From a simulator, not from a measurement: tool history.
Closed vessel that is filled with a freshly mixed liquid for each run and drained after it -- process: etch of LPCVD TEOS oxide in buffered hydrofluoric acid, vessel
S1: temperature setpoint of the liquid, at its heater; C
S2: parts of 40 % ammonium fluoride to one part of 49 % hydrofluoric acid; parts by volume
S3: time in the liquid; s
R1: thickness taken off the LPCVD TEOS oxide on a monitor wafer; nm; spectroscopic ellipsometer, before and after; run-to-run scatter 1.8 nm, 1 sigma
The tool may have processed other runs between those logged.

run 1 hour=0 | S1=24 S2=18 S3=30 | R1=89.434
run 2 hour=8.3 | S1=25.5 S2=16.5 S3=30 | R1=107.02
run 3 hour=10.9 | S1=25.5 S2=20.5 S3=30 | R1=89.582
run 4 hour=17.2 | S1=25.5 S2=24 S3=30 | R1=80.573
run 5 hour=21.4 | S1=27 S2=20.5 S3=30 | R1=98.436
run 6 hour=27.3 | S1=28 S2=18 S3=30 | R1=112.14
run 7 hour=35.4 | S1=29 S2=15.5 S3=30 | R1=137.25
run 8 hour=43.1 | S1=29.5 S2=14.5 S3=30 | R1=152.36

Estimate the outcome of run 9 from the log above:
run 9 hour=49.1 | S1=30 S2=14 S3=30 | R1=?

R1: 159.35 nm
